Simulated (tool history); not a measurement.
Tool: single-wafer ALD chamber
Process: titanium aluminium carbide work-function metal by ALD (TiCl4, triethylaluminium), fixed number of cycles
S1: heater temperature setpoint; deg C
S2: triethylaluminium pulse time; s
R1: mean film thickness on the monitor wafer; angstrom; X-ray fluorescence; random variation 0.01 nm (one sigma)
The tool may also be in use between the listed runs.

{"run": 1, "day": 0.0, "S1": 315, "S2": 11.84, "R1": 20.765}
{"run": 2, "day": 0.204, "S1": 321, "S2": 11.84, "R1": 21.497}
{"run": 3, "day": 0.242, "S1": 321, "S2": 9.34, "R1": 20.769}
{"run": 4, "day": 0.471, "S1": 323, "S2": 9.5, "R1": 20.948}
{"run": 5, "day": 0.6, "S1": 325, "S2": 9.67, "R1": 21.452}
{"run": 6, "day": 0.783, "S1": 325, "S2": 10.81, "R1": 21.573}
{"run": 7, "day": 0.883, "S1": 326, "S2": 10.89, "R1": 21.759}
{"run": 8, "day": 1.15, "S1": 327, "S2": 10.94, "R1": 21.568}
{"run": 9, "day": 1.525, "S1": 328, "S2": 11.12, "R1": 21.931}

Forecast run 10:
{"run": 10, "day": 1.696, "S1": 329, "S2": 11.17, "R1": "?"}

{"run 10": {"R1": 21.761}}

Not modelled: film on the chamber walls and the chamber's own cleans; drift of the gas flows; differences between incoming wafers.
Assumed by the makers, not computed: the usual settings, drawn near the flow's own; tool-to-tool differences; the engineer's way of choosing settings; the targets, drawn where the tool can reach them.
